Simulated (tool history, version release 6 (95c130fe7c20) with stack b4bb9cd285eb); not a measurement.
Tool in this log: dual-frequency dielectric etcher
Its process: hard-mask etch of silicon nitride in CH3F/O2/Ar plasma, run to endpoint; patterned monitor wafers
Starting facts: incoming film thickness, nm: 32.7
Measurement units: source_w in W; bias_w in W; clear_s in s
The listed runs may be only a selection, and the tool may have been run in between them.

Run 1, hour 0: source_w 480 W, bias_w 77 W. Result: clear_s 47.923 s.
Run 2, hour 8.5: source_w 480 W, bias_w 69 W. Result: clear_s 49.438 s.
Run 3, hour 11.1: source_w 540 W, bias_w 69 W. Result: clear_s 47.143 s.
Run 4, hour 15.6: source_w 540 W, bias_w 64 W. Result: clear_s 48.793 s.
Run 5, hour 21.1: source_w 490 W, bias_w 62 W. Result: clear_s 50.889 s.
Run 6, hour 22.5: source_w 570 W, bias_w 62 W. Result: clear_s 47.827 s.
Run 7, hour 24.7: source_w 510 W, bias_w 59 W. Result: clear_s 50.762 s.
Run 8, hour 28.2: source_w 470 W, bias_w 57 W. Result: clear_s 53.153 s.
Run 9, hour 34.8: source_w 450 W, bias_w 56 W. Result: clear_s 54.149 s.

Run 10 is up next; what results do you expect?
Run 10, hour 36.3: source_w 430 W, bias_w 55 W. Result: clear_s ?.

clear_s: 55.55 s
